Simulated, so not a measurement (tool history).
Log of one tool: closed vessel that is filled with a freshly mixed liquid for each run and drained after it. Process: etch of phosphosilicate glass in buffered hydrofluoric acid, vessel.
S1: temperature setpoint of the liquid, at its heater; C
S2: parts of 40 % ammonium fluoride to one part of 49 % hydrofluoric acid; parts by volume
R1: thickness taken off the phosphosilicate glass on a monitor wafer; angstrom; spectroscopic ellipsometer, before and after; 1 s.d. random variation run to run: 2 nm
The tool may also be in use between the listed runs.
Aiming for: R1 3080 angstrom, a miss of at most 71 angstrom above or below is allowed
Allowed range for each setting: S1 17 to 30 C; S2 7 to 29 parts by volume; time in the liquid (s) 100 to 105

Run 1, hour 0: S1 22 C, S2 18 parts by volume, time in the liquid (s) 100. Result: R1 3498.2 angstrom.
Run 2, hour 4.4: S1 21.5 C, S2 18 parts by volume, time in the liquid (s) 100. Result: R1 3429.6 angstrom.
Run 3, hour 8: S1 21 C, S2 18 parts by volume, time in the liquid (s) 100. Result: R1 3370.4 angstrom.
Run 4, hour 16.2: S1 21 C, S2 22.5 parts by volume, time in the liquid (s) 100. Result: R1 2775.1 angstrom.
Run 5, hour 25: S1 21.5 C, S2 22.5 parts by volume, time in the liquid (s) 100. Result: R1 2872.2 angstrom.
Run 6, hour 31.7: S1 21.5 C, S2 27 parts by volume, time in the liquid (s) 100. Result: R1 2521.7 angstrom.
Run 7, hour 37.9: S1 22 C, S2 27 parts by volume, time in the liquid (s) 100. Result: R1 2579.8 angstrom.
Run 8, hour 39.1: S1 22.5 C, S2 27 parts by volume, time in the liquid (s) 100. Result: R1 2680.6 angstrom.

Exercise: of the 4 proposed moves below, exactly one satisfies all targets within the stated allowed misses. Which move is it?
Run A, hour 40.3: S1 25 C, S2 25.5 parts by volume, time in the liquid (s) 105. Result: R1 ?.
Run B, hour 40.3: S1 22.5 C, S2 25 parts by volume, time in the liquid (s) 105. Result: R1 ?.
Run C, hour 40.3: S1 22.5 C, S2 21.5 parts by volume, time in the liquid (s) 105. Result: R1 ?.
Run D, hour 40.3: S1 25 C, S2 28.5 parts by volume, time in the liquid (s) 105. Result: R1 ?.

move      R1
   A  3350.4
   B  2960.2
   C  3284.5
   D  3103.7
A: the result that was furthest off in the last run now lies on the other side of its target
B: closer than the last run, but not yet in spec
C: the result that was furthest off in the last run now lies on the other side of its target
D: all results in spec
The right move is D.

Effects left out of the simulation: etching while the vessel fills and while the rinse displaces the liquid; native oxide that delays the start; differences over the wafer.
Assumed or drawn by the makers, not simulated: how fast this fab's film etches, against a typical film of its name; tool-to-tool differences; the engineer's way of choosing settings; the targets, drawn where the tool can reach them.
